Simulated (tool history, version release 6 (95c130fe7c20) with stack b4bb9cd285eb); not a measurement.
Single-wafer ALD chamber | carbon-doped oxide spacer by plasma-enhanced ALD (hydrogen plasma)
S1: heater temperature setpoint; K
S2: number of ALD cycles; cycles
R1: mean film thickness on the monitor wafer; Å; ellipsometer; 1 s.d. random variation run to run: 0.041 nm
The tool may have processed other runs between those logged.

run,day,S1,S2,R1
1,0.000,693.15,267,121.500
2,0.292,693.15,244,111.350
3,0.404,700.15,244,108.530
4,0.617,700.15,267,118.050
5,0.938,691.15,267,121.910
6,1.233,701.15,267,118.550
7,1.621,703.15,260,113.960
8,1.867,715.15,228,95.103
9,1.975,714.15,228,95.468

What will run 10 give?
10,2.067,713.15,228,?

R1: 96.854 Å
